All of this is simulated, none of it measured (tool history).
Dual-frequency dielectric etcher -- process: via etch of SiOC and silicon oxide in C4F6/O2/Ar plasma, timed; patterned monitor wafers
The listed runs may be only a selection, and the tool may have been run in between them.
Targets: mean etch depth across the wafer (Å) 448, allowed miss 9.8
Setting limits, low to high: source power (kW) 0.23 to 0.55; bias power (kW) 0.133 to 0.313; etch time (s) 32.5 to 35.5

run  hour  source power (kW)  bias power (kW)  etch time (s)  mean etch depth across the wafer (Å)
  1     0               0.39            0.223           35.5                                394.54
  2   1.4               0.39            0.223           32.5                                361.33
  3   7.3               0.41            0.228           32.5                                368.16
  4   9.8               0.41            0.228           35.5                                402.44
  5  10.3               0.41            0.253           35.5                                 415.3
  6  18.5               0.42            0.254           35.5                                421.54
  7  24.9               0.43            0.255           35.5                                418.84
  8  28.3               0.43            0.255           35.5                                421.59
  9  31.7               0.44            0.257           35.5                                424.49
 10    33               0.45            0.259           35.5                                428.93
 11  34.5               0.46             0.26           35.5                                434.85

Exercise: of the 4 proposed moves below, exactly one satisfies all targets within the stated allowed misses. Which move is it?
  A    36               0.49            0.281           35.5                                     ?
  B    36               0.46             0.25           32.5                                     ?
  C    36                0.4            0.277             35                                     ?
  D    36               0.46            0.255           34.5                                     ?

move  mean etch depth across the wafer (Å)
   A                                 446.7
   B                                387.63
   C                                414.66
   D                                413.96
A: every result lands within tolerance
B: further off than the last run
C: further off than the last run
D: further off than the last run
Answer: A
